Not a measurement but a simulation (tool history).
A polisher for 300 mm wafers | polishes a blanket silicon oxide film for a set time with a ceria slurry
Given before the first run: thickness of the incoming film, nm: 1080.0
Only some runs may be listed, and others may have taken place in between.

run	hour	flow of slurry (ml/min)	pressure of the wafer on the pad (psi)	speed of the pad under the wafer (cm/s)	polishing time (s)	film removed (Å)
1	0.0	175	2.6	122	50	2474.5
2	4.6	175	3.0	122	50	2792.0
3	11.7	175	3.0	122	50	2827.0
4	15.2	185	3.1	122	50	2949.2
5	23.6	185	3.1	92	50	2263.9
6	31.7	150	3.1	92	50	2171.2
7	40.4	165	3.3	94	50	2416.8

Run 8, settings as shown, results not yet in. Your forecast:
8	44.3	215	4.0	98	50	?

film removed (Å): 3154.0
